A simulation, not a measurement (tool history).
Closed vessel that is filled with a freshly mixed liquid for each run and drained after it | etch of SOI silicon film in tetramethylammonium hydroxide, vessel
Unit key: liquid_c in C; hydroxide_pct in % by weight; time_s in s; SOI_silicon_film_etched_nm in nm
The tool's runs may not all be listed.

Run 1, day 0: liquid_c 66 C, hydroxide_pct 9.5 % by weight, time_s 30 s. Result: SOI_silicon_film_etched_nm 175.89 nm.
Run 2, day 0.079: liquid_c 66 C, hydroxide_pct 10.5 % by weight, time_s 30 s. Result: SOI_silicon_film_etched_nm 169.18 nm.
Run 3, day 0.258: liquid_c 67 C, hydroxide_pct 10.5 % by weight, time_s 30 s. Result: SOI_silicon_film_etched_nm 179.64 nm.
Run 4, day 0.567: liquid_c 67 C, hydroxide_pct 12 % by weight, time_s 30 s. Result: SOI_silicon_film_etched_nm 172.74 nm.
Run 5, day 0.642: liquid_c 67 C, hydroxide_pct 13.5 % by weight, time_s 30 s. Result: SOI_silicon_film_etched_nm 162.11 nm.
Run 6, day 0.958: liquid_c 67 C, hydroxide_pct 11.5 % by weight, time_s 30 s. Result: SOI_silicon_film_etched_nm 175.25 nm.

Run 7 is up next; what results do you expect?
Run 7, day 1.208: liquid_c 68 C, hydroxide_pct 11.5 % by weight, time_s 30 s. Result: SOI_silicon_film_etched_nm ?.

SOI_silicon_film_etched_nm: 185.76 nm

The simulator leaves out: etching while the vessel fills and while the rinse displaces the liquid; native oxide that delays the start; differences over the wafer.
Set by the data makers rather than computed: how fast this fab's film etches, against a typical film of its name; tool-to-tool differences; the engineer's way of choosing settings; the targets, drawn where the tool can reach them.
